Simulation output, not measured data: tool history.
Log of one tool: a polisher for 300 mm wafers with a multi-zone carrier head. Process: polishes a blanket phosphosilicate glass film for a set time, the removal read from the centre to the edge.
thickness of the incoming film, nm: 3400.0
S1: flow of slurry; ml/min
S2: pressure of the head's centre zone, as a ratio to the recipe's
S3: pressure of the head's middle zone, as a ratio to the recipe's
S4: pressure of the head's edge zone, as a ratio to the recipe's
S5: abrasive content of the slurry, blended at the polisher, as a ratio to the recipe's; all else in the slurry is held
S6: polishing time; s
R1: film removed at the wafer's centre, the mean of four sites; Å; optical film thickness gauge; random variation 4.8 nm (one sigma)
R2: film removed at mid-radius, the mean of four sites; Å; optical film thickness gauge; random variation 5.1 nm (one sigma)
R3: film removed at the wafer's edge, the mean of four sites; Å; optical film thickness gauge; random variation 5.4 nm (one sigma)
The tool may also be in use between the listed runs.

run 1 hour=0.0 | S1=185 S2=1.00 S3=1.00 S4=1.00 S5=1.00 S6=39 | R1=2904.6 R2=3053.9 R3=3054.5
run 2 hour=8.3 | S1=185 S2=1.00 S3=1.05 S4=1.00 S5=1.00 S6=39 | R1=2920.0 R2=3051.8 R3=3090.9
run 3 hour=13.1 | S1=185 S2=1.00 S3=1.05 S4=1.00 S5=1.00 S6=32 | R1=2366.8 R2=2523.1 R3=2583.4
run 4 hour=14.5 | S1=185 S2=1.00 S3=1.00 S4=1.00 S5=1.00 S6=32 | R1=2364.6 R2=2407.6 R3=2482.6
run 5 hour=20.4 | S1=185 S2=1.00 S3=1.00 S4=0.93 S5=1.00 S6=32 | R1=2357.6 R2=2416.5 R3=2390.2
run 6 hour=28.5 | S1=185 S2=1.06 S3=1.00 S4=0.93 S5=1.00 S6=32 | R1=2525.7 R2=2421.8 R3=2393.9
run 7 hour=36.5 | S1=190 S2=1.05 S3=1.03 S4=0.95 S5=1.10 S6=33 | R1=2716.0 R2=2635.9 R3=2596.1
run 8 hour=45.4 | S1=190 S2=1.03 S3=1.05 S4=0.97 S5=1.15 S6=34 | R1=2813.7 R2=2844.4 R3=2705.2

Forecast run 9:
run 9 hour=52.5 | S1=175 S2=0.93 S3=0.98 S4=1.07 S5=1.40 S6=44 | R1=? R2=? R3=?

R1: 3320.5 Å
R2: 3599.9 Å
R3: 4003.7 Å
